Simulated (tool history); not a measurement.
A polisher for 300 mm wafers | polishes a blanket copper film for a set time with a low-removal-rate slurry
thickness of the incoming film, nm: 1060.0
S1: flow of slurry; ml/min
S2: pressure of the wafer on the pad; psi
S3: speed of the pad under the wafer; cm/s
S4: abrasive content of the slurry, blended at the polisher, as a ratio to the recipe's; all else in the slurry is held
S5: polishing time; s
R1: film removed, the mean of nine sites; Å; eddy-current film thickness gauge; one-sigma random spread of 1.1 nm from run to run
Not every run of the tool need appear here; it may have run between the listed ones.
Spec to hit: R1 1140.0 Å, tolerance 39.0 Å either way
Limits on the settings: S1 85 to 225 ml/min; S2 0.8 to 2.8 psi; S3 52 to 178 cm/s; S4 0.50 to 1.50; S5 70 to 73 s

Run 1, hour 0.0: S1 145 ml/min, S2 1.8 psi, S3 114 cm/s, S4 1.00, S5 70 s. Result: R1 1650.0 Å.
Run 2, hour 4.6: S1 145 ml/min, S2 1.4 psi, S3 114 cm/s, S4 1.00, S5 70 s. Result: R1 1423.9 Å.
Run 3, hour 8.8: S1 145 ml/min, S2 1.4 psi, S3 114 cm/s, S4 1.00, S5 73 s. Result: R1 1513.4 Å.
Run 4, hour 14.2: S1 145 ml/min, S2 1.6 psi, S3 114 cm/s, S4 1.00, S5 73 s. Result: R1 1619.2 Å.
Run 5, hour 15.2: S1 145 ml/min, S2 1.5 psi, S3 114 cm/s, S4 1.00, S5 73 s. Result: R1 1575.8 Å.
Run 6, hour 22.1: S1 145 ml/min, S2 1.7 psi, S3 114 cm/s, S4 1.00, S5 73 s. Result: R1 1681.0 Å.
Run 7, hour 30.8: S1 145 ml/min, S2 1.6 psi, S3 114 cm/s, S4 1.00, S5 73 s. Result: R1 1610.6 Å.
Run 8, hour 34.7: S1 145 ml/min, S2 1.5 psi, S3 114 cm/s, S4 1.00, S5 73 s. Result: R1 1535.9 Å.
Run 9, hour 41.0: S1 145 ml/min, S2 1.4 psi, S3 114 cm/s, S4 1.00, S5 73 s. Result: R1 1475.6 Å.
Run 10, hour 42.7: S1 145 ml/min, S2 1.3 psi, S3 114 cm/s, S4 1.00, S5 73 s. Result: R1 1423.8 Å.
Run 11, hour 44.4: S1 135 ml/min, S2 1.0 psi, S3 114 cm/s, S4 1.00, S5 73 s. Result: R1 1201.9 Å.

Which of these 4 next moves meets every target?
Run A, hour 46.1: S1 155 ml/min, S2 1.0 psi, S3 108 cm/s, S4 1.05, S5 70 s. Result: R1 ?.
Run B, hour 46.1: S1 145 ml/min, S2 1.2 psi, S3 88 cm/s, S4 1.25, S5 70 s. Result: R1 ?.
Run C, hour 46.1: S1 100 ml/min, S2 1.3 psi, S3 92 cm/s, S4 1.10, S5 70 s. Result: R1 ?.
Run D, hour 46.1: S1 125 ml/min, S2 0.9 psi, S3 108 cm/s, S4 1.10, S5 70 s. Result: R1 ?.

move      R1
   A  1169.2
   B  1089.3
   C  1057.2
   D  1070.3
A: all results in spec
B: takes the result that was furthest off past its target
C: takes the result that was furthest off past its target
D: takes the result that was furthest off past its target
Answer: A
